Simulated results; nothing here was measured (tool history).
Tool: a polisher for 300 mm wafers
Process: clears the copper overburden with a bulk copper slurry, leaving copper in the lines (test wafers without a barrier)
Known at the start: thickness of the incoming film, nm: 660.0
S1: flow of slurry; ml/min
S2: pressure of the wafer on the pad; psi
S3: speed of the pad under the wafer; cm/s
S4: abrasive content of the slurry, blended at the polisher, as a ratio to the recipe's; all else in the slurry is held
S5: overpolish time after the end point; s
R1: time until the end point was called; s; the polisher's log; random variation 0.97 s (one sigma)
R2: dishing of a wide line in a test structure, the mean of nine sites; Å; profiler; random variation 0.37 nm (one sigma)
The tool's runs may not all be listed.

Run 1, hour 0.0: S1 145 ml/min, S2 2.7 psi, S3 98 cm/s, S4 1.00, S5 18 s. Result: R1 84.639 s, R2 620.42 Å.
Run 2, hour 6.3: S1 145 ml/min, S2 2.7 psi, S3 98 cm/s, S4 1.20, S5 18 s. Result: R1 78.023 s, R2 639.89 Å.
Run 3, hour 9.8: S1 145 ml/min, S2 2.7 psi, S3 98 cm/s, S4 1.10, S5 18 s. Result: R1 80.789 s, R2 630.21 Å.
Run 4, hour 18.8: S1 145 ml/min, S2 2.7 psi, S3 98 cm/s, S4 1.10, S5 14 s. Result: R1 81.268 s, R2 559.03 Å.
Run 5, hour 21.8: S1 150 ml/min, S2 2.3 psi, S3 112 cm/s, S4 1.15, S5 11 s. Result: R1 83.168 s, R2 474.10 Å.
Run 6, hour 24.4: S1 150 ml/min, S2 2.3 psi, S3 112 cm/s, S4 1.35, S5 11 s. Result: R1 80.773 s, R2 488.11 Å.
Run 7, hour 29.3: S1 170 ml/min, S2 2.1 psi, S3 124 cm/s, S4 1.35, S5 9 s. Result: R1 76.175 s, R2 441.37 Å.
Run 8, hour 38.1: S1 180 ml/min, S2 2.0 psi, S3 130 cm/s, S4 1.35, S5 8 s. Result: R1 74.818 s, R2 413.77 Å.
Run 9, hour 41.6: S1 190 ml/min, S2 2.0 psi, S3 134 cm/s, S4 1.35, S5 7 s. Result: R1 73.115 s, R2 386.40 Å.
Run 10, hour 46.8: S1 210 ml/min, S2 2.1 psi, S3 138 cm/s, S4 1.35, S5 5 s. Result: R1 66.144 s, R2 319.24 Å.
Run 11, hour 51.7: S1 205 ml/min, S2 2.1 psi, S3 138 cm/s, S4 1.35, S5 5 s. Result: R1 66.172 s, R2 325.51 Å.

Run 12 comes next. What will it give?
Run 12, hour 59.5: S1 200 ml/min, S2 2.1 psi, S3 138 cm/s, S4 1.35, S5 5 s. Result: R1 ?, R2 ?.

{"run 12": {"R1": 67.391, "R2": 329.33}}
